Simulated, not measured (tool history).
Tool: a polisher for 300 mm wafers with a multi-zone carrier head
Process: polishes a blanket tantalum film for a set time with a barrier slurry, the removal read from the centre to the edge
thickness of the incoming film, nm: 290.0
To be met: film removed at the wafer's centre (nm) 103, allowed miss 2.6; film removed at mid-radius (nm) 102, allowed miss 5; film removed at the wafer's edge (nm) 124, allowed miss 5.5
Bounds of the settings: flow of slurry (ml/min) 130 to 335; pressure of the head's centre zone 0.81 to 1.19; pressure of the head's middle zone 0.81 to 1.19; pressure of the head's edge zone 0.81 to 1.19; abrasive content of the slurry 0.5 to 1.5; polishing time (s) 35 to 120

run	hour	flow of slurry (ml/min)	pressure of the head's centre zone	pressure of the head's middle zone	pressure of the head's edge zone	abrasive content of the slurry	polishing time (s)	film removed at the wafer's centre (nm)	film removed at mid-radius (nm)	film removed at the wafer's edge (nm)
1	0	215	1	1	1	1	77	109.79	111.32	119.1
2	5.4	180	1	1	1	1	77	105.84	108.92	112.69
3	14.3	185	0.99	0.98	1.02	1	77	104.16	105.09	113.85
4	18.7	190	0.98	0.97	1.04	1	77	104.59	107.26	115.2
5	26.1	190	1.01	0.97	1.04	1	77	108.49	106.9	115.2
6	27.1	190	1.01	0.97	1.04	1	90	125.27	124.06	134.87
7	31.8	185	0.99	0.94	1.04	1	90	122.26	120.54	134.29
8	37.9	180	0.97	0.92	1.04	1	90	119.25	115.18	133.07
9	42.3	175	0.95	0.91	1.04	1	90	116.43	115.37	136.9
10	49.1	170	0.95	0.91	1.04	0.95	90	112.69	112.2	132.19
11	54.4	165	0.95	0.9	1.03	0.95	90	112.65	109.96	129.26
12	61.2	160	0.94	0.89	1.03	0.95	90	108.59	106.79	128.05
13	66.2	155	0.94	0.89	1.03	0.95	90	108.81	106.69	127.59
14	68.7	150	0.94	0.89	1.03	0.95	90	109.02	104.49	129.36
15	75.3	150	0.93	0.89	1.02	0.95	90	105.72	106.55	129.08
16	79.3	150	0.93	0.89	1.01	0.95	90	107.64	108.43	128.28
# hour 87.1: slurry nozzle cleaned
17	87.1	145	0.93	0.88	1.01	0.95	90	112.75	111.47	127.3
18	95.3	145	0.92	0.87	1.01	0.95	90	111.14	109.87	131
19	96.4	145	0.92	0.87	1.02	0.95	90	111.8	112.27	131.27
20	100.8	145	0.92	0.88	1.03	0.95	90	110.64	110.93	132.22
21	104	145	0.91	0.87	1.02	0.95	90	111.46	112.42	128.74
22	112	135	0.88	0.82	1.07	0.75	89	89.73	91.254	114.6
23	117.2	145	0.89	0.83	1.07	0.75	89	93.083	92.5	114.95
24	124.8	155	0.89	0.84	1.07	0.75	89	94.117	92.329	116.86
25	129.3	165	0.89	0.85	1.07	0.75	89	95.554	98.391	119.2
26	133.2	170	0.89	0.85	1.07	0.75	89	97.612	97.956	118.93
27	140.5	175	0.89	0.85	1.07	0.75	89	97.23	95.821	119.84
28	144.5	180	0.89	0.86	1.07	0.75	89	98.957	96.773	120.72
29	151	185	0.89	0.87	1.07	0.75	89	99.262	97.448	119.01

Which of these 5 next moves meets every target?
A	157.5	200	0.85	0.81	1.19	0.8	91	?	?	?
B	157.5	155	0.87	0.83	0.99	0.8	94	?	?	?
C	157.5	190	0.84	0.86	1.11	0.8	87	?	?	?
D	157.5	250	0.98	0.85	1.02	0.65	93	?	?	?
E	157.5	205	0.81	0.82	1.16	0.85	87	?	?	?

move	film removed at the wafer's centre (nm)	film removed at mid-radius (nm)	film removed at the wafer's edge (nm)
A	102.46	103.56	137.88
B	102.41	104.04	125.34
C	96.037	103.12	126.28
D	105.28	96.889	113.77
E	97.673	104.08	135.19
A: brings the result that was furthest off to its target, and leaves another outside
B: meets every target
C: further off than the last run
D: brings the result that was furthest off to its target, and leaves another outside
E: further off than the last run
Move B is the one to make.
